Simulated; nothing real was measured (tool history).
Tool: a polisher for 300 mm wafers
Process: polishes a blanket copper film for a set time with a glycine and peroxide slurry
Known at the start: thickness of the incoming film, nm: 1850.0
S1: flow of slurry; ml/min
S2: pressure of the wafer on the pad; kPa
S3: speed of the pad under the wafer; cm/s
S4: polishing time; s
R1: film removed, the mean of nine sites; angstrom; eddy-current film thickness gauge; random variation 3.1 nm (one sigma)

Run 1, day 0: S1 235 ml/min, S2 13.1 kPa, S3 120 cm/s, S4 68 s. Result: R1 3053.8 angstrom.
Run 2, day 0.221: S1 235 ml/min, S2 12.4 kPa, S3 120 cm/s, S4 68 s. Result: R1 2915 angstrom.
Run 3, day 0.496: S1 235 ml/min, S2 12.4 kPa, S3 142 cm/s, S4 68 s. Result: R1 3353 angstrom.
Run 4, day 0.7: S1 235 ml/min, S2 11.7 kPa, S3 142 cm/s, S4 68 s. Result: R1 3244.6 angstrom.
Run 5, day 0.733: S1 235 ml/min, S2 11.7 kPa, S3 142 cm/s, S4 68 s. Result: R1 3105.9 angstrom.
Run 6, day 0.9: S1 235 ml/min, S2 11 kPa, S3 142 cm/s, S4 68 s. Result: R1 3004.4 angstrom.

Run 7 comes next. What will it give?
Run 7, day 1.192: S1 235 ml/min, S2 10.3 kPa, S3 142 cm/s, S4 68 s. Result: R1 ?.

{"run 7": {"R1": 2942.8}}

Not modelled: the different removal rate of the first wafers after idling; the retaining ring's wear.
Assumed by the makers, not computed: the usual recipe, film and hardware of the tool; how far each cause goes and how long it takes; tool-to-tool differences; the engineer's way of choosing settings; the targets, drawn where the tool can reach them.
